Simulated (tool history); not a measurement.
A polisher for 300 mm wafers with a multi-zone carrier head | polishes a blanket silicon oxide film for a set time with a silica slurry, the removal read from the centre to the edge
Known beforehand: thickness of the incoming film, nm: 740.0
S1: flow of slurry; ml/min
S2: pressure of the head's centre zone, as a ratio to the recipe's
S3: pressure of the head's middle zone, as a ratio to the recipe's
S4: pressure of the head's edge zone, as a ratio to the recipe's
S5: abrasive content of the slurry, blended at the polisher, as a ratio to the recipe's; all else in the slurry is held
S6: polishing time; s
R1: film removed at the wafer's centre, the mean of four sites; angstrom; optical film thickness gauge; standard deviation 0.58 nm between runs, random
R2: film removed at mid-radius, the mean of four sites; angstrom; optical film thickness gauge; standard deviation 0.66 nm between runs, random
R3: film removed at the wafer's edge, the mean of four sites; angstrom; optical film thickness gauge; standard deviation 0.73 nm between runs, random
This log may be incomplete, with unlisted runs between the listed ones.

run 1 hour=0 | S1=140 S2=1 S3=1 S4=1 S5=1 S6=60 | R1=1245.9 R2=1235.2 R3=1214.1
run 2 hour=4 | S1=140 S2=1 S3=0.95 S4=1 S5=1 S6=60 | R1=1253.6 R2=1205.7 R3=1244.8
run 3 hour=12.4 | S1=140 S2=1.06 S3=0.95 S4=1 S5=1 S6=60 | R1=1308.4 R2=1196.2 R3=1223.7
run 4 hour=12.9 | S1=135 S2=1.06 S3=0.95 S4=0.98 S5=0.95 S6=59 | R1=1250.1 R2=1150.4 R3=1151.7
run 5 hour=20.1 | S1=130 S2=1.06 S3=0.94 S4=0.96 S5=0.9 S6=58 | R1=1174 R2=1059.8 R3=1087.6
run 6 hour=27.7 | S1=130 S2=1.06 S3=0.94 S4=0.99 S5=0.9 S6=58 | R1=1180 R2=1058.7 R3=1106.7
run 7 hour=32.9 | S1=125 S2=1.06 S3=0.95 S4=0.97 S5=0.85 S6=58 | R1=1116.2 R2=1038.4 R3=1058.3
run 8 hour=40.8 | S1=125 S2=1.07 S3=0.95 S4=0.95 S5=0.8 S6=58 | R1=1099.3 R2=985.67 R3=1012.9

What will run 9 give?
run 9 hour=47.9 | S1=120 S2=1.02 S3=1.04 S4=0.85 S5=0.55 S6=57 | R1=? R2=? R3=?

{"run 9": {"R1": 751.24, "R2": 764.69, "R3": 691.07}}
